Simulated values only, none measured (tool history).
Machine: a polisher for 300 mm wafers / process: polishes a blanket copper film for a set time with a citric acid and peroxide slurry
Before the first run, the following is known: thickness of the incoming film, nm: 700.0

| run | hour | flow of slurry (ml/min) | pressure of the wafer on the pad (kPa) | speed of the pad under the wafer (m/s) | abrasive content of the slurry | polishing time (s) | film removed (Å) |
|---|---|---|---|---|---|---|---|
| 1 | 0.0 | 290 | 23.4 | 0.86 | 1.00 | 116 | 2736.4 |
| 2 | 8.2 | 290 | 23.4 | 0.86 | 1.10 | 116 | 2852.3 |
| 3 | 9.3 | 290 | 23.4 | 0.86 | 0.95 | 116 | 2702.1 |
| 4 | 16.0 | 290 | 25.5 | 0.86 | 0.95 | 116 | 2923.2 |
| 5 | 22.4 | 290 | 25.5 | 1.00 | 0.95 | 116 | 3393.0 |
| 6 | 23.4 | 290 | 26.9 | 1.00 | 0.95 | 116 | 3543.6 |
| 7 | 32.0 | 290 | 28.3 | 1.00 | 0.95 | 116 | 3717.8 |

What will run 8 give?
| 8 | 39.8 | 300 | 35.2 | 1.02 | 0.95 | 116 | ? |

film removed (Å): 4748.9
